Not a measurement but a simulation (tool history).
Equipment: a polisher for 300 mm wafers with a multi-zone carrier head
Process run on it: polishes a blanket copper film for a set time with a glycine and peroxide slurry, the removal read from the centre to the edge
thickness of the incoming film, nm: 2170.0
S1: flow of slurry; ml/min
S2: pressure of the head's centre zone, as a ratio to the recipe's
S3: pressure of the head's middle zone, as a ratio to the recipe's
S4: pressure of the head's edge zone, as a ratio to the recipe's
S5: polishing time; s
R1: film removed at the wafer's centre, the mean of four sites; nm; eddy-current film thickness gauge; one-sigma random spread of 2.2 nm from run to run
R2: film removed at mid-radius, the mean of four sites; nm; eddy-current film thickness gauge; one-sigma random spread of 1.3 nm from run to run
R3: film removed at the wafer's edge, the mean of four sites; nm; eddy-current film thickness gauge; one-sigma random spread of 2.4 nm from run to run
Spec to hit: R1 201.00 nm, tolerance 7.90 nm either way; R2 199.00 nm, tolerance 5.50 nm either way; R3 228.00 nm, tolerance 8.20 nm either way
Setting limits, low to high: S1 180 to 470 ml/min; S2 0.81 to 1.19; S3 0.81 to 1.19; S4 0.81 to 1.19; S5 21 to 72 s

run 1 hour=0.0 | S1=300 S2=1.00 S3=1.00 S4=1.00 S5=46 | R1=242.99 R2=264.20 R3=269.04
run 2 hour=4.2 | S1=300 S2=1.03 S3=1.00 S4=1.00 S5=46 | R1=244.41 R2=263.03 R3=264.71
run 3 hour=11.6 | S1=290 S2=1.01 S3=0.96 S4=0.99 S5=44 | R1=232.60 R2=246.10 R3=252.86
run 4 hour=17.6 | S1=290 S2=1.01 S3=0.89 S4=0.99 S5=44 | R1=231.44 R2=226.81 R3=258.64
run 5 hour=18.2 | S1=290 S2=1.01 S3=0.89 S4=1.06 S5=44 | R1=234.76 R2=228.61 R3=267.56
run 6 hour=23.8 | S1=285 S2=1.00 S3=0.88 S4=1.02 S5=43 | R1=221.09 R2=221.18 R3=248.70
-- hour=29.0 centre zone pressure recalibrated
run 7 hour=29.0 | S1=275 S2=0.99 S3=0.86 S4=1.01 S5=43 | R1=243.90 R2=215.48 R3=247.33
run 8 hour=30.7 | S1=295 S2=1.00 S3=0.86 S4=1.00 S5=42 | R1=249.70 R2=213.67 R3=243.95
run 9 hour=35.7 | S1=295 S2=1.00 S3=0.86 S4=1.00 S5=42 | R1=244.75 R2=212.38 R3=249.09
run 10 hour=41.5 | S1=270 S2=0.99 S3=0.86 S4=1.01 S5=42 | R1=236.94 R2=210.24 R3=244.76
run 11 hour=48.6 | S1=205 S2=0.89 S3=0.84 S4=0.98 S5=41 | R1=202.84 R2=192.39 R3=226.32

4 next moves are on the table. One of them brings every result within its allowed miss. Which?
run A hour=55.7 | S1=200 S2=0.91 S3=0.84 S4=1.01 S5=40 | R1=? R2=? R3=?
run B hour=55.7 | S1=225 S2=0.96 S3=0.85 S4=0.94 S5=41 | R1=? R2=? R3=?
run C hour=55.7 | S1=195 S2=1.05 S3=0.91 S4=0.83 S5=40 | R1=? R2=? R3=?
run D hour=55.7 | S1=180 S2=0.91 S3=0.88 S4=0.99 S5=42 | R1=? R2=? R3=?

move=A R1=198.01 R2=187.76 R3=226.25
move=B R1=218.86 R2=198.07 R3=227.27
move=C R1=227.69 R2=199.59 R3=205.72
move=D R1=203.41 R2=200.84 R3=231.77
A: the biggest miss grows against the last run
B: the furthest-off result lands on target, but another misses its tolerance
C: the furthest-off result lands on target, but another misses its tolerance
D: each result inside its tolerance
D is the move that brings every result within its allowed miss.
